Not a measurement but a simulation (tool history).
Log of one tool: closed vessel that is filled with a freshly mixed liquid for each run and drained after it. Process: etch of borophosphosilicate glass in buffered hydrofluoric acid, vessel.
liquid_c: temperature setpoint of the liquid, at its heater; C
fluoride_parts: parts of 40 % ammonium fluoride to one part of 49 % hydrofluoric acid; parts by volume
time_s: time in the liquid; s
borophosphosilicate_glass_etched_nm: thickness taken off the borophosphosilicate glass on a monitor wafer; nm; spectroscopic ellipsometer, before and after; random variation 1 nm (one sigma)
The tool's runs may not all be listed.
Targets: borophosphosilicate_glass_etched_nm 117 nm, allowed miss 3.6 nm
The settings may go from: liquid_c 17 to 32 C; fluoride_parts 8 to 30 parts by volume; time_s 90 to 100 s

| run | hour | liquid_c | fluoride_parts | time_s | borophosphosilicate_glass_etched_nm |
|---|---|---|---|---|---|
| 1 | 0 | 25 | 21.5 | 90 | 164.47 |
| 2 | 2 | 25 | 21.5 | 100 | 181.93 |
| 3 | 3.1 | 25 | 21.5 | 90 | 166.14 |
| 4 | 12.2 | 25 | 21.5 | 100 | 185.13 |
| 5 | 20.2 | 25 | 21.5 | 100 | 184.14 |
| 6 | 24.8 | 22.5 | 21.5 | 100 | 160.65 |
| 7 | 27.9 | 18.5 | 22.5 | 100 | 124.55 |
| 8 | 36.9 | 18 | 22.5 | 100 | 121.71 |

Which of these 4 next moves meets every target?
| A | 45.9 | 18.5 | 25 | 95 | ? |
| B | 45.9 | 17.5 | 23 | 95 | ? |
| C | 45.9 | 17.5 | 23.5 | 95 | ? |
| D | 45.9 | 19 | 24 | 95 | ? |

| move | borophosphosilicate_glass_etched_nm |
|---|---|
| A | 112.09 |
| B | 112.27 |
| C | 110.6 |
| D | 118.59 |
A: takes the result that was furthest off past its target
B: takes the result that was furthest off past its target
C: takes the result that was furthest off past its target
D: meets every target
Answer: D

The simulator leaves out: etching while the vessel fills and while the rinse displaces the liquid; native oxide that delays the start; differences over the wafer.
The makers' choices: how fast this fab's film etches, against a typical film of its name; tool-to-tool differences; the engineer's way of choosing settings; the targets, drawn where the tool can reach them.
